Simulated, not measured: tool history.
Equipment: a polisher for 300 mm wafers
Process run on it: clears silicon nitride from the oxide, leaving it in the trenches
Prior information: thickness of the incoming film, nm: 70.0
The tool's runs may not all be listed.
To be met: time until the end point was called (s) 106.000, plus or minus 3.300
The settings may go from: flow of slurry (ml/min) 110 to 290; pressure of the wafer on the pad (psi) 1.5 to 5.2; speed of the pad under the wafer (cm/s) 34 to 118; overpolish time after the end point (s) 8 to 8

run	hour	flow of slurry (ml/min)	pressure of the wafer on the pad (psi)	speed of the pad under the wafer (cm/s)	overpolish time after the end point (s)	time until the end point was called (s)
1	0.0	185	3.3	76	8	93.690
2	3.0	205	3.3	76	8	88.890
3	3.9	195	3.3	76	8	90.513
4	11.8	190	3.3	76	8	92.718
5	13.6	190	3.3	84	8	81.728
6	21.4	170	3.3	84	8	83.342
7	29.6	165	3.2	84	8	87.622
8	30.3	160	3.1	84	8	89.825
9	36.8	155	3.0	84	8	91.476
# hour 39.9: slurry nozzle cleaned
10	39.9	155	2.4	84	8	97.518
11	40.6	150	2.4	84	8	98.597

Consider the 5 candidate settings below. Which is the only one whose results all fall within their allowed miss of target?
A	41.3	110	3.7	74	8	?
B	41.3	135	2.5	92	8	?
C	41.3	110	3.3	80	8	?
D	41.3	130	2.7	82	8	?
E	41.3	155	1.6	98	8	?

move	time until the end point was called (s)
A	91.080
B	90.514
C	91.349
D	97.360
E	106.040
A: misses by more than the last run did
B: misses by more than the last run did
C: misses by more than the last run did
D: misses by more than the last run did
E: every result lands within tolerance
Correct choice: E, which meets every target
